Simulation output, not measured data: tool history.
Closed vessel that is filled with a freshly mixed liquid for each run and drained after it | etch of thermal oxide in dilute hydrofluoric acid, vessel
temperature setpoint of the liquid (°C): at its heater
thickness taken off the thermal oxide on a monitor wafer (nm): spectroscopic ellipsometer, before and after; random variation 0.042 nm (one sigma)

| run | hour | temperature setpoint of the liquid (°C) | parts of water to one part of 49 % hydrofluoric acid (parts by volume) | time in the liquid (s) | thickness taken off the thermal oxide on a monitor wafer (nm) |
|---|---|---|---|---|---|
| 1 | 0.0 | 21.0 | 120 | 165 | 5.2738 |
| 2 | 1.1 | 21.5 | 120 | 165 | 5.5051 |
| 3 | 5.5 | 22.0 | 120 | 165 | 5.5040 |
| 4 | 10.4 | 22.5 | 120 | 165 | 5.6030 |
| 5 | 12.3 | 22.5 | 120 | 125 | 4.2001 |
| 6 | 19.3 | 22.5 | 120 | 125 | 4.2736 |
| 7 | 27.7 | 22.5 | 115 | 125 | 4.4955 |

Run 8 comes next. What will it give?
| 8 | 34.9 | 22.5 | 110 | 125 | ? |

thickness taken off the thermal oxide on a monitor wafer (nm): 4.7628
